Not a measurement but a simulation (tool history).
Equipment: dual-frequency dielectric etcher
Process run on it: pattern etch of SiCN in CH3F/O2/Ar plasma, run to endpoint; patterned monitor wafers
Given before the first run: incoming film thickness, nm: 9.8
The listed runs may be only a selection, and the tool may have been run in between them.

| run | day | source power (W) | bias power (W) | endpoint time (s) |
|---|---|---|---|---|
| 1 | 0.000 | 360 | 102 | 21.142 |
| 2 | 0.204 | 370 | 102 | 21.214 |
| 3 | 0.438 | 370 | 95 | 21.993 |
| 4 | 0.588 | 380 | 96 | 21.529 |
| 5 | 0.808 | 380 | 79 | 23.829 |
| 6 | 1.067 | 320 | 79 | 25.350 |

Forecast run 7:
| 7 | 1.167 | 340 | 81 | ? |

{"run 7": {"endpoint time (s)": 24.509}}
